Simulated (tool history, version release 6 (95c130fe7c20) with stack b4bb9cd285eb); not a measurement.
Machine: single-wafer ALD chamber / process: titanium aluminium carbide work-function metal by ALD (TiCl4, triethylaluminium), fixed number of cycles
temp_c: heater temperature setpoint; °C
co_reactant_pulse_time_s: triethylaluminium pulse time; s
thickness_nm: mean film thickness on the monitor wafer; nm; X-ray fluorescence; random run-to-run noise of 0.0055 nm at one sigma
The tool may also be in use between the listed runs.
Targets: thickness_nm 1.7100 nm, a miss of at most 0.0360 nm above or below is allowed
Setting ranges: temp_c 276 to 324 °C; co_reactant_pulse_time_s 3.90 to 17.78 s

{"run": 1, "hour": 0.0, "temp_c": 300, "co_reactant_pulse_time_s": 10.84, "thickness_nm": 1.8897}
{"run": 2, "hour": 0.8, "temp_c": 296, "co_reactant_pulse_time_s": 10.35, "thickness_nm": 1.8717}
{"run": 3, "hour": 3.9, "temp_c": 292, "co_reactant_pulse_time_s": 9.37, "thickness_nm": 1.8075}
{"run": 4, "hour": 10.2, "temp_c": 290, "co_reactant_pulse_time_s": 9.1, "thickness_nm": 1.7971}
{"run": 5, "hour": 17.2, "temp_c": 290, "co_reactant_pulse_time_s": 11.22, "thickness_nm": 1.8141}
{"run": 6, "hour": 18.9, "temp_c": 288, "co_reactant_pulse_time_s": 11.01, "thickness_nm": 1.8181}
{"run": 7, "hour": 19.6, "temp_c": 286, "co_reactant_pulse_time_s": 10.55, "thickness_nm": 1.7919}
{"run": 8, "hour": 20.1, "temp_c": 284, "co_reactant_pulse_time_s": 10.24, "thickness_nm": 1.7692}
{"run": 9, "hour": 28.2, "temp_c": 283, "co_reactant_pulse_time_s": 10.05, "thickness_nm": 1.7574}

Exactly one of the 5 candidate moves below puts every result within its allowed miss. Which one?
{"run": "A", "hour": 36.3, "temp_c": 276, "co_reactant_pulse_time_s": 10.99, "thickness_nm": "?"}
{"run": "B", "hour": 36.3, "temp_c": 284, "co_reactant_pulse_time_s": 14.13, "thickness_nm": "?"}
{"run": "C", "hour": 36.3, "temp_c": 291, "co_reactant_pulse_time_s": 10.5, "thickness_nm": "?"}
{"run": "D", "hour": 36.3, "temp_c": 289, "co_reactant_pulse_time_s": 8.67, "thickness_nm": "?"}
{"run": "E", "hour": 36.3, "temp_c": 288, "co_reactant_pulse_time_s": 10.29, "thickness_nm": "?"}

move=A thickness_nm=1.7264
move=B thickness_nm=1.8112
move=C thickness_nm=1.8258
move=D thickness_nm=1.7659
move=E thickness_nm=1.8005
A: each result inside its tolerance
B: moves away from the targets compared with the last run
C: moves away from the targets compared with the last run
D: moves away from the targets compared with the last run
E: moves away from the targets compared with the last run
So the answer is move A, the one that meets all the targets.
